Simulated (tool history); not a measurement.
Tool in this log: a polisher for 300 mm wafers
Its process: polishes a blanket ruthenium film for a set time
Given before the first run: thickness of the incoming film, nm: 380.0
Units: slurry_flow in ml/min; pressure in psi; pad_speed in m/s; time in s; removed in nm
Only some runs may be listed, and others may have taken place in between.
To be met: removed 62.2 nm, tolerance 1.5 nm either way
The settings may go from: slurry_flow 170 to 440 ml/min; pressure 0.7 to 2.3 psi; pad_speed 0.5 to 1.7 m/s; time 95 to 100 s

Run 1, hour 0: slurry_flow 280 ml/min, pressure 1.5 psi, pad_speed 1.1 m/s, time 95 s. Result: removed 102.83 nm.
Run 2, hour 1.3: slurry_flow 280 ml/min, pressure 1.5 psi, pad_speed 1.28 m/s, time 95 s. Result: removed 118.38 nm.
Run 3, hour 4.3: slurry_flow 280 ml/min, pressure 1.5 psi, pad_speed 1.28 m/s, time 100 s. Result: removed 124.75 nm.
Run 4, hour 9.4: slurry_flow 275 ml/min, pressure 1.3 psi, pad_speed 1.22 m/s, time 100 s. Result: removed 105.3 nm.
Run 5, hour 12.1: slurry_flow 275 ml/min, pressure 1.3 psi, pad_speed 1.22 m/s, time 95 s. Result: removed 99.515 nm.
Run 6, hour 13.6: slurry_flow 270 ml/min, pressure 1.1 psi, pad_speed 1.18 m/s, time 95 s. Result: removed 85.669 nm.
Run 7, hour 17.9: slurry_flow 270 ml/min, pressure 1 psi, pad_speed 1.16 m/s, time 95 s. Result: removed 78.4 nm.
Run 8, hour 21.6: slurry_flow 270 ml/min, pressure 0.9 psi, pad_speed 1.14 m/s, time 95 s. Result: removed 70.696 nm.
Run 9, hour 26.9: slurry_flow 270 ml/min, pressure 0.8 psi, pad_speed 1.14 m/s, time 95 s. Result: removed 65.013 nm.
Run 10, hour 33.6: slurry_flow 270 ml/min, pressure 0.7 psi, pad_speed 1.14 m/s, time 95 s. Result: removed 58.948 nm.
Run 11, hour 37.6: slurry_flow 270 ml/min, pressure 0.8 psi, pad_speed 1.14 m/s, time 95 s. Result: removed 64.684 nm.
Run 12, hour 41.6: slurry_flow 270 ml/min, pressure 0.7 psi, pad_speed 1.14 m/s, time 95 s. Result: removed 59.24 nm.
Run 13, hour 48.5: slurry_flow 270 ml/min, pressure 0.8 psi, pad_speed 1.14 m/s, time 95 s. Result: removed 65.63 nm.
Run 14, hour 50.5: slurry_flow 270 ml/min, pressure 0.7 psi, pad_speed 1.14 m/s, time 95 s. Result: removed 59.149 nm.
Run 15, hour 55.4: slurry_flow 270 ml/min, pressure 0.8 psi, pad_speed 1.14 m/s, time 95 s. Result: removed 64.131 nm.
Run 16, hour 58.3: slurry_flow 270 ml/min, pressure 0.8 psi, pad_speed 1.12 m/s, time 95 s. Result: removed 64.005 nm.

Which of these 4 next moves meets every target?
Run A, hour 61.2: slurry_flow 290 ml/min, pressure 0.9 psi, pad_speed 0.98 m/s, time 95 s. Result: removed ?.
Run B, hour 61.2: slurry_flow 305 ml/min, pressure 0.8 psi, pad_speed 1.08 m/s, time 99 s. Result: removed ?.
Run C, hour 61.2: slurry_flow 270 ml/min, pressure 0.8 psi, pad_speed 1.18 m/s, time 95 s. Result: removed ?.
Run D, hour 61.2: slurry_flow 260 ml/min, pressure 0.9 psi, pad_speed 1.06 m/s, time 96 s. Result: removed ?.

move  removed
   A   61.951
   B   65.467
   C   67.606
   D   66.747
A: all results in spec
B: lands further from the targets than the last run did
C: lands further from the targets than the last run did
D: lands further from the targets than the last run did
Move A is the one to make.

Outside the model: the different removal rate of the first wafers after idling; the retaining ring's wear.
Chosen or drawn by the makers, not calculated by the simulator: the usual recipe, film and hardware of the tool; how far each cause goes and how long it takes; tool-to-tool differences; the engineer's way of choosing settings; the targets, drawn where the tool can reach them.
